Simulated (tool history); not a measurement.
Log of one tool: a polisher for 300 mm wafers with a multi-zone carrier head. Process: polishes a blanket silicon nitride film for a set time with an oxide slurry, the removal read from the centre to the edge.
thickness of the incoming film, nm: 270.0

run	hour	flow of slurry (ml/min)	pressure of the head's centre zone	pressure of the head's middle zone	pressure of the head's edge zone	abrasive content of the slurry	polishing time (s)	film removed at the wafer's centre (angstrom)	film removed at mid-radius (angstrom)	film removed at the wafer's edge (angstrom)
1	0	135	1	1	1	1	65	672.95	719	728.12
2	3.3	135	1	1	0.94	1	65	685.52	703.11	708.06
3	7.4	140	1.02	1.02	0.94	1	65	704	695.78	702.82
4	10.2	145	1.02	1.04	0.92	1.05	65	723.42	747.53	708.88
5	11.4	120	1.02	1.04	0.92	1.05	65	706.29	746.46	723.02
6	13.4	120	1.02	1.11	0.92	1.05	65	696.77	770.21	701.04
7	14.6	120	1.04	1.12	0.92	1.1	65	740.16	783.36	713.22
8	22.2	120	1.05	1.13	0.92	1.15	65	764.17	790.12	738.76
9	25.7	125	1.05	1.14	0.91	1.15	65	766.91	823.6	753.44
10	28	130	1.06	1.15	0.9	1.15	65	768.88	836.01	746.27
11	36.2	135	1.08	1.16	0.89	1.15	65	790.46	817.66	733.03
12	41.7	140	1.08	1.16	0.88	1.15	65	809.98	848.11	743.83
13	43	175	1.12	1.15	0.87	1.15	65	851.18	876.77	760.27

Forecast run 14:
14	48.1	175	1.13	1.15	0.87	1.15	65	?	?	?

{"run 14": {"film removed at the wafer's centre (angstrom)": 855.68, "film removed at mid-radius (angstrom)": 875.82, "film removed at the wafer's edge (angstrom)": 744.79}}
